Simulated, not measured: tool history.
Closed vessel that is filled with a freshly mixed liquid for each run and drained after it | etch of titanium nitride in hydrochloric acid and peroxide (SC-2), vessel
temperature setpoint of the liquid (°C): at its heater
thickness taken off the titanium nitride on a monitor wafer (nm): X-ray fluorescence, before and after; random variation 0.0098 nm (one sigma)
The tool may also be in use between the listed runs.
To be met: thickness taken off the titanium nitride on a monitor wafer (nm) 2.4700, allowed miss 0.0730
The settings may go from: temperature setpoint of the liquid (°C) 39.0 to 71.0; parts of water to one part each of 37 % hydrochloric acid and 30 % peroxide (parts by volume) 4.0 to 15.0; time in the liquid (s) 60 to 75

| run | hour | temperature setpoint of the liquid (°C) | parts of water to one part each of 37 % hydrochloric acid and 30 % peroxide (parts by volume) | time in the liquid (s) | thickness taken off the titanium nitride on a monitor wafer (nm) |
|---|---|---|---|---|---|
| 1 | 0.0 | 55.0 | 8.5 | 75 | 2.6375 |
| 2 | 2.0 | 54.5 | 8.5 | 75 | 2.5746 |
| 3 | 9.7 | 54.5 | 8.5 | 75 | 2.5801 |
| 4 | 15.7 | 54.5 | 8.5 | 60 | 2.0470 |
| 5 | 19.0 | 55.5 | 8.5 | 60 | 2.1861 |
| 6 | 25.1 | 55.5 | 8.5 | 75 | 2.7502 |
| 7 | 31.2 | 55.5 | 8.5 | 75 | 2.7256 |
| 8 | 33.3 | 55.0 | 8.5 | 75 | 2.6642 |
| 9 | 37.7 | 54.5 | 8.5 | 75 | 2.5685 |

4 next moves are on the table. One of them brings every result within its allowed miss. Which?
| A | 42.1 | 55.5 | 9.0 | 70 | ? |
| B | 42.1 | 47.0 | 4.0 | 65 | ? |
| C | 42.1 | 54.0 | 8.0 | 75 | ? |
| D | 42.1 | 56.0 | 8.5 | 70 | ? |

| move | thickness taken off the titanium nitride on a monitor wafer (nm) |
|---|---|
| A | 2.4283 |
| B | 2.3422 |
| C | 2.5945 |
| D | 2.6280 |
A: meets every target
B: takes the result that was furthest off past its target
C: further off than the last run
D: further off than the last run
Answer: A
